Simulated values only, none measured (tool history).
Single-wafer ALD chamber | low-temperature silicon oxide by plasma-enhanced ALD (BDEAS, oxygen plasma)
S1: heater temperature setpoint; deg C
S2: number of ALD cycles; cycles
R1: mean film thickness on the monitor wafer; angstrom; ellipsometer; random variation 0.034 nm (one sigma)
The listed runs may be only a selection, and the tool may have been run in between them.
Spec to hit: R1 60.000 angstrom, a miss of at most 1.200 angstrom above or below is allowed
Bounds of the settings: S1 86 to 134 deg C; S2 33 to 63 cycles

run 1 day=0.000 | S1=110 S2=48 | R1=72.593
run 2 day=0.079 | S1=105 S2=48 | R1=73.012
run 3 day=0.192 | S1=105 S2=54 | R1=83.046
run 4 day=0.408 | S1=105 S2=61 | R1=93.445
run 5 day=0.600 | S1=112 S2=61 | R1=92.611
run 6 day=0.779 | S1=112 S2=57 | R1=86.938
run 7 day=1.000 | S1=112 S2=51 | R1=77.092
run 8 day=1.333 | S1=117 S2=43 | R1=64.293
run 9 day=1.492 | S1=118 S2=42 | R1=62.950

Consider the 4 candidate settings below. Which is the only one whose results all fall within their allowed miss of target?
run A day=1.650 | S1=110 S2=42 | R1=?
run B day=1.650 | S1=108 S2=42 | R1=?
run C day=1.650 | S1=107 S2=43 | R1=?
run D day=1.650 | S1=118 S2=40 | R1=?

move=A R1=63.987
move=B R1=64.252
move=C R1=65.917
move=D R1=59.933
A: moves away from the targets compared with the last run
B: moves away from the targets compared with the last run
C: moves away from the targets compared with the last run
D: each result inside its tolerance
D is the move that brings every result within its allowed miss.
